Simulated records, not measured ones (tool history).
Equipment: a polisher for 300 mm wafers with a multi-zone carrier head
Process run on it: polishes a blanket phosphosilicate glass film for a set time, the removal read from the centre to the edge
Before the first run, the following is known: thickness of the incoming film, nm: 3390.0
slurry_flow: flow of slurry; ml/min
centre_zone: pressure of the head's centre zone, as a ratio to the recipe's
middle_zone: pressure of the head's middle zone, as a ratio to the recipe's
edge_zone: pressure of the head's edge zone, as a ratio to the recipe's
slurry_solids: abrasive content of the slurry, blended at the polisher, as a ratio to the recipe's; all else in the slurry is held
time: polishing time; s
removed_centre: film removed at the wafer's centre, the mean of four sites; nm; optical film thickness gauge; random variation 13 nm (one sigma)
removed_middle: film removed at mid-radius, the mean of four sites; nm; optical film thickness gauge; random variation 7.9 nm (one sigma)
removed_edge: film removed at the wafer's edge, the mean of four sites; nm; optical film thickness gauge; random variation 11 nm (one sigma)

run 1 day=0.000 | slurry_flow=230 centre_zone=1.00 middle_zone=1.00 edge_zone=1.00 slurry_solids=1.00 time=85 | removed_centre=616.77 removed_middle=598.64 removed_edge=618.47
run 2 day=0.142 | slurry_flow=230 centre_zone=1.03 middle_zone=1.00 edge_zone=1.00 slurry_solids=1.00 time=85 | removed_centre=642.23 removed_middle=601.68 removed_edge=606.39
run 3 day=0.312 | slurry_flow=255 centre_zone=1.03 middle_zone=1.00 edge_zone=1.00 slurry_solids=1.00 time=85 | removed_centre=640.25 removed_middle=596.38 removed_edge=619.31
run 4 day=0.517 | slurry_flow=255 centre_zone=1.03 middle_zone=1.00 edge_zone=1.00 slurry_solids=1.15 time=85 | removed_centre=665.13 removed_middle=640.76 removed_edge=646.94
run 5 day=0.721 | slurry_flow=260 centre_zone=1.07 middle_zone=1.00 edge_zone=1.02 slurry_solids=1.25 time=89 | removed_centre=761.41 removed_middle=711.00 removed_edge=715.14
run 6 day=1.004 | slurry_flow=260 centre_zone=1.07 middle_zone=1.04 edge_zone=1.02 slurry_solids=1.25 time=89 | removed_centre=736.91 removed_middle=710.69 removed_edge=718.34
run 7 day=1.342 | slurry_flow=260 centre_zone=1.10 middle_zone=1.03 edge_zone=1.02 slurry_solids=1.35 time=91 | removed_centre=808.34 removed_middle=740.61 removed_edge=742.66
run 8 day=1.517 | slurry_flow=270 centre_zone=1.12 middle_zone=1.04 edge_zone=1.02 slurry_solids=1.40 time=93 | removed_centre=855.69 removed_middle=772.20 removed_edge=764.36
run 9 day=1.667 | slurry_flow=275 centre_zone=1.13 middle_zone=1.05 edge_zone=1.03 slurry_solids=1.45 time=94 | removed_centre=882.01 removed_middle=783.73 removed_edge=788.24

What does the tool deliver on the next run?
run 10 day=1.858 | slurry_flow=275 centre_zone=1.13 middle_zone=1.06 edge_zone=1.03 slurry_solids=1.45 time=96 | removed_centre=? removed_middle=? removed_edge=?

removed_centre: 889.90 nm
removed_middle: 804.49 nm
removed_edge: 819.43 nm
